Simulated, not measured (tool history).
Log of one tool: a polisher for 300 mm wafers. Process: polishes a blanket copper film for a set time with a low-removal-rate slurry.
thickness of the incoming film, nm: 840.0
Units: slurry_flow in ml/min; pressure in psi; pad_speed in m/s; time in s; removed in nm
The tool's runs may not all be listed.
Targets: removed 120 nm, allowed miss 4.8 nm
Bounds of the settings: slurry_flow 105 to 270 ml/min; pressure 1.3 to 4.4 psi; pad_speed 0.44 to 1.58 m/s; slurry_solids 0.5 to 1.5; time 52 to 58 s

run 1 hour=0 | slurry_flow=175 pressure=2.8 pad_speed=1 slurry_solids=1 time=58 | removed=171.88
run 2 hour=4 | slurry_flow=175 pressure=2.8 pad_speed=1 slurry_solids=1.2 time=58 | removed=180.61
run 3 hour=10 | slurry_flow=175 pressure=2.8 pad_speed=1 slurry_solids=1.2 time=52 | removed=159.37
run 4 hour=18.5 | slurry_flow=175 pressure=2.8 pad_speed=1 slurry_solids=1.35 time=52 | removed=167.63
run 5 hour=21.7 | slurry_flow=175 pressure=3.4 pad_speed=1 slurry_solids=1.35 time=52 | removed=199.22
run 6 hour=25.9 | slurry_flow=175 pressure=3.4 pad_speed=1 slurry_solids=1.5 time=52 | removed=199.98
run 7 hour=34.5 | slurry_flow=175 pressure=3.1 pad_speed=1 slurry_solids=1.5 time=52 | removed=184.33
run 8 hour=38.4 | slurry_flow=175 pressure=2.8 pad_speed=1 slurry_solids=1.5 time=52 | removed=170.06
run 9 hour=45.5 | slurry_flow=175 pressure=2.6 pad_speed=1 slurry_solids=1.5 time=52 | removed=163.43
run 10 hour=48.5 | slurry_flow=175 pressure=2.4 pad_speed=1 slurry_solids=1.5 time=52 | removed=145.76
run 11 hour=56 | slurry_flow=175 pressure=2.3 pad_speed=1 slurry_solids=1.5 time=52 | removed=143.87
run 12 hour=57.8 | slurry_flow=175 pressure=2.2 pad_speed=1 slurry_solids=1.5 time=52 | removed=137.08

Which of these 4 next moves meets every target?
run A hour=59.6 | slurry_flow=120 pressure=2.4 pad_speed=0.96 slurry_solids=1.5 time=52 | removed=?
run B hour=59.6 | slurry_flow=180 pressure=1.9 pad_speed=0.86 slurry_solids=1.5 time=58 | removed=?
run C hour=59.6 | slurry_flow=150 pressure=2.1 pad_speed=0.88 slurry_solids=1.4 time=58 | removed=?
run D hour=59.6 | slurry_flow=180 pressure=2 pad_speed=0.98 slurry_solids=1.5 time=53 | removed=?

move=A removed=134.64
move=B removed=122.14
move=C removed=128.49
move=D removed=130.51
A: nearer than the last run, and not there yet
B: meets every target
C: nearer than the last run, and not there yet
D: nearer than the last run, and not there yet
Move B is the one to make.
